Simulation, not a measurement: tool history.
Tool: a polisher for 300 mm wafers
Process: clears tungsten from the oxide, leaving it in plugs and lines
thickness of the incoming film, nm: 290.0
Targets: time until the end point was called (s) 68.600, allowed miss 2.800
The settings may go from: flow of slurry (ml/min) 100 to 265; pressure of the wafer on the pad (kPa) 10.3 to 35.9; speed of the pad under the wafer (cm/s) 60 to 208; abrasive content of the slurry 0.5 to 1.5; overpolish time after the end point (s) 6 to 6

| run | hour | flow of slurry (ml/min) | pressure of the wafer on the pad (kPa) | speed of the pad under the wafer (cm/s) | abrasive content of the slurry | overpolish time after the end point (s) | time until the end point was called (s) |
|---|---|---|---|---|---|---|---|
| 1 | 0.0 | 170 | 22.8 | 134 | 1.0 | 6 | 52.004 |
| 2 | 4.5 | 170 | 21.4 | 134 | 1.0 | 6 | 53.562 |
| 3 | 13.5 | 170 | 21.4 | 134 | 1.0 | 6 | 54.382 |
| 4 | 17.6 | 170 | 24.1 | 134 | 1.0 | 6 | 49.756 |
| 5 | 20.7 | 170 | 22.1 | 134 | 1.0 | 6 | 52.555 |
| 6 | 29.5 | 170 | 20.7 | 134 | 1.0 | 6 | 55.808 |
| 7 | 30.8 | 170 | 19.3 | 134 | 1.0 | 6 | 60.485 |
| 8 | 33.0 | 170 | 18.6 | 134 | 1.0 | 6 | 60.574 |
| 9 | 40.2 | 170 | 17.9 | 134 | 1.0 | 6 | 63.713 |
| 10 | 48.9 | 165 | 17.2 | 134 | 1.0 | 6 | 65.333 |

Which of these 4 next moves meets every target?
| A | 57.6 | 165 | 19.3 | 132 | 1.0 | 6 | ? |
| B | 57.6 | 115 | 15.2 | 166 | 1.3 | 6 | ? |
| C | 57.6 | 215 | 17.9 | 120 | 1.0 | 6 | ? |
| D | 57.6 | 195 | 21.4 | 122 | 0.9 | 6 | ? |

| move | time until the end point was called (s) |
|---|---|
| A | 59.553 |
| B | 59.407 |
| C | 66.747 |
| D | 58.689 |
A: further off than the last run
B: further off than the last run
C: meets every target
D: further off than the last run
Move C is the one to make.
